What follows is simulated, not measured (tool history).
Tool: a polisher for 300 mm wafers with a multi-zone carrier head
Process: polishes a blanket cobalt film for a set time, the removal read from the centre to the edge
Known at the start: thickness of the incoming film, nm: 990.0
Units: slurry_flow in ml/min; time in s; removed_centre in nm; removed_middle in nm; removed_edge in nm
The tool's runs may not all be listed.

{"run": 1, "hour": 0.0, "slurry_flow": 215, "centre_zone": 1, "middle_zone": 1, "edge_zone": 1, "time": 84, "removed_centre": 251.21, "removed_middle": 263.41, "removed_edge": 260.34}
{"run": 2, "hour": 7.7, "slurry_flow": 215, "centre_zone": 1, "middle_zone": 1, "edge_zone": 0.93, "time": 84, "removed_centre": 255.11, "removed_middle": 261.41, "removed_edge": 249.22}
{"run": 3, "hour": 15.7, "slurry_flow": 175, "centre_zone": 1, "middle_zone": 1, "edge_zone": 0.93, "time": 84, "removed_centre": 247.89, "removed_middle": 252.03, "removed_edge": 243.23}
{"run": 4, "hour": 20.1, "slurry_flow": 175, "centre_zone": 1, "middle_zone": 0.93, "edge_zone": 0.93, "time": 84, "removed_centre": 246.49, "removed_middle": 245.66, "removed_edge": 246.38}
{"run": 5, "hour": 27.8, "slurry_flow": 140, "centre_zone": 1, "middle_zone": 0.93, "edge_zone": 0.93, "time": 84, "removed_centre": 231.55, "removed_middle": 232.56, "removed_edge": 232.9}
{"run": 6, "hour": 28.8, "slurry_flow": 140, "centre_zone": 1, "middle_zone": 0.93, "edge_zone": 0.93, "time": 75, "removed_centre": 205.84, "removed_middle": 205.5, "removed_edge": 208.84}
{"run": 7, "hour": 30.9, "slurry_flow": 185, "centre_zone": 1.05, "middle_zone": 0.94, "edge_zone": 0.96, "time": 80, "removed_centre": 250.29, "removed_middle": 237.64, "removed_edge": 234.69}
{"run": 8, "hour": 33.4, "slurry_flow": 185, "centre_zone": 1.05, "middle_zone": 0.94, "edge_zone": 0.96, "time": 80, "removed_centre": 247.81, "removed_middle": 235.7, "removed_edge": 234.58}
{"run": 9, "hour": 37.5, "slurry_flow": 215, "centre_zone": 1.08, "middle_zone": 0.93, "edge_zone": 1, "time": 84, "removed_centre": 270.84, "removed_middle": 249.18, "removed_edge": 258.13}

Run 10 comes next. What will it give?
{"run": 10, "hour": 45.9, "slurry_flow": 240, "centre_zone": 1.11, "middle_zone": 0.94, "edge_zone": 1.02, "time": 87, "removed_centre": "?", "removed_middle": "?", "removed_edge": "?"}

{"run 10": {"removed_centre": 297.21, "removed_middle": 268.5, "removed_edge": 270}}

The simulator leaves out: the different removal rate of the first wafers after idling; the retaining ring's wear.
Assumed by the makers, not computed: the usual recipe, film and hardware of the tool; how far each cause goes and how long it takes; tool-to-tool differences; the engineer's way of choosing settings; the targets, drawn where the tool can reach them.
